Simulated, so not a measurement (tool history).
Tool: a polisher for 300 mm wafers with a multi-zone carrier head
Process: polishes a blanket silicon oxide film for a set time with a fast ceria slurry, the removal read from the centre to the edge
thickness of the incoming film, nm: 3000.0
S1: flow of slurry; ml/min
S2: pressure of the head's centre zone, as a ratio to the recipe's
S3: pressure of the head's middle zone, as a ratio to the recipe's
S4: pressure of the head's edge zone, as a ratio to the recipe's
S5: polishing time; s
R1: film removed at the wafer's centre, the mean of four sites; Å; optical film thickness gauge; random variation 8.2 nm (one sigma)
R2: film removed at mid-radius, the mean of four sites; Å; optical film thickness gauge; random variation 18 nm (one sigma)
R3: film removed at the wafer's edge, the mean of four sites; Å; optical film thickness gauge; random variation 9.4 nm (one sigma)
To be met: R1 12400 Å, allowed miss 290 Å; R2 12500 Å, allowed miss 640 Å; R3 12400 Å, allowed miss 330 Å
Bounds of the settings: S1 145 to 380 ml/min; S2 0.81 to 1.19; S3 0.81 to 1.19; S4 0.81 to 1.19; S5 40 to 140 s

| run | day | S1 | S2 | S3 | S4 | S5 | R1 | R2 | R3 |
|---|---|---|---|---|---|---|---|---|---|
| 1 | 0.000 | 245 | 1.00 | 1.00 | 1.00 | 90 | 10590 | 10312 | 10293 |
| 2 | 0.242 | 255 | 1.01 | 1.02 | 1.04 | 92 | 10929 | 11016 | 10587 |
| 3 | 0.562 | 300 | 1.01 | 1.02 | 1.04 | 92 | 11116 | 10978 | 10770 |
| 4 | 0.921 | 300 | 1.01 | 1.02 | 1.06 | 94 | 11319 | 11141 | 11167 |
| 5 | 1.296 | 300 | 1.01 | 0.93 | 1.06 | 94 | 11350 | 10464 | 11343 |
| 6 | 1.646 | 300 | 0.98 | 0.93 | 1.06 | 94 | 11071 | 10538 | 11400 |
| 7 | 1.946 | 300 | 0.99 | 0.95 | 1.08 | 95 | 11163 | 10981 | 11542 |
| 8 | 2.017 | 305 | 1.00 | 0.96 | 1.10 | 96 | 11294 | 10778 | 11657 |
| 9 | 2.142 | 310 | 1.01 | 1.05 | 1.06 | 105 | 12721 | 12815 | 12388 |

Which of these 4 next moves meets every target?
| A | 2.267 | 275 | 0.91 | 0.99 | 1.15 | 108 | ? | ? | ? |
| B | 2.267 | 345 | 0.89 | 0.86 | 1.13 | 108 | ? | ? | ? |
| C | 2.267 | 340 | 1.00 | 1.04 | 1.09 | 103 | ? | ? | ? |
| D | 2.267 | 290 | 1.06 | 0.96 | 1.08 | 98 | ? | ? | ? |

| move | R1 | R2 | R3 |
|---|---|---|---|
| A | 11584 | 12404 | 13187 |
| B | 11544 | 11233 | 13272 |
| C | 12382 | 12538 | 12388 |
| D | 12316 | 11009 | 11633 |
A: takes the result that was furthest off past its target
B: takes the result that was furthest off past its target
C: meets every target
D: brings the result that was furthest off to its target, and leaves another outside
Move C is the one to make.

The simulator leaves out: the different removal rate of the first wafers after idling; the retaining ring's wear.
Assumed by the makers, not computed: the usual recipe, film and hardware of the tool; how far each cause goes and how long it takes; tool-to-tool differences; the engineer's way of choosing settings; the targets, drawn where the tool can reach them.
